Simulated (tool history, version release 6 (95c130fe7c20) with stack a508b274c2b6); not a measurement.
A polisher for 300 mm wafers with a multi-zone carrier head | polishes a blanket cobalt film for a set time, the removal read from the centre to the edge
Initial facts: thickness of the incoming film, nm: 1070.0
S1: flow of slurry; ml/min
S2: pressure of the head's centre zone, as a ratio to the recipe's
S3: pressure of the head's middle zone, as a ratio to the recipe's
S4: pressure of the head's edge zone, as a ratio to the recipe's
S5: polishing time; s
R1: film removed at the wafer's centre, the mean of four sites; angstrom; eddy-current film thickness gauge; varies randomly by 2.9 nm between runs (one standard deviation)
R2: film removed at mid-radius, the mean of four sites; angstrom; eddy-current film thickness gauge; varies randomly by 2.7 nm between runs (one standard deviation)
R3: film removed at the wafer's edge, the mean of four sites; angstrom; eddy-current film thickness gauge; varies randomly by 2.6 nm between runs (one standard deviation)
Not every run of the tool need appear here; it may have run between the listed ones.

run	hour	S1	S2	S3	S4	S5	R1	R2	R3
1	0	225	1	1	1	51	3832.2	3886.8	3813.5
2	1.2	225	1	1.06	1	51	3884.1	4073.8	3848.7
3	6.8	225	1.01	1.06	0.98	49	3720.1	3989.1	3663
4	15.4	225	1.01	1.06	1.02	49	3742.6	3959.9	3742.7
5	21.8	225	1.01	1.03	1.02	49	3804.4	3845.1	3727.4
6	24.6	230	1.02	1.02	0.99	47	3644.7	3669.8	3530.9
7	31.3	230	1.03	1.02	0.97	46	3617.3	3619.8	3443.1
8	34.8	230	1.04	1.02	0.95	45	3529.4	3574.5	3280.6
9	37.6	190	1.08	0.92	0.85	41	3278.9	2891.6	2899.5

Predict the results of run 10:
10	43.6	195	1.08	0.93	0.84	41	?	?	?

Run 10 produced R1 3275.9 angstrom, R2 2947.8 angstrom, R3 2867 angstrom.

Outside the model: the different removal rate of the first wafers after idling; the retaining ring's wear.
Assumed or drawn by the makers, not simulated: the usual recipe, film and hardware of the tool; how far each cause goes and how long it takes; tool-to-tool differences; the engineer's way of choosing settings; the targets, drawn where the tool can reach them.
